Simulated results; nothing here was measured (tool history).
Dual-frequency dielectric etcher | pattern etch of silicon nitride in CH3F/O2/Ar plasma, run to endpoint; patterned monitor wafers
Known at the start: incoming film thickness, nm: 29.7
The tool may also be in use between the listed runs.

run 1 day=0 | source_power_(W)=290 bias_power_(W)=69 | endpoint_time_(s)=48.582
run 2 day=0.158 | source_power_(W)=320 bias_power_(W)=69 | endpoint_time_(s)=47.015
run 3 day=0.371 | source_power_(W)=350 bias_power_(W)=69 | endpoint_time_(s)=44.778
run 4 day=0.729 | source_power_(W)=400 bias_power_(W)=69 | endpoint_time_(s)=42.329
run 5 day=0.792 | source_power_(W)=400 bias_power_(W)=71 | endpoint_time_(s)=41.791
run 6 day=1.158 | source_power_(W)=400 bias_power_(W)=73 | endpoint_time_(s)=41.271
run 7 day=1.221 | source_power_(W)=400 bias_power_(W)=74 | endpoint_time_(s)=41.538
run 8 day=1.488 | source_power_(W)=400 bias_power_(W)=76 | endpoint_time_(s)=41.217

Predict the results of run 9:
run 9 day=1.517 | source_power_(W)=400 bias_power_(W)=78 | endpoint_time_(s)=?

{"run 9": {"endpoint time (s)": 40.735}}
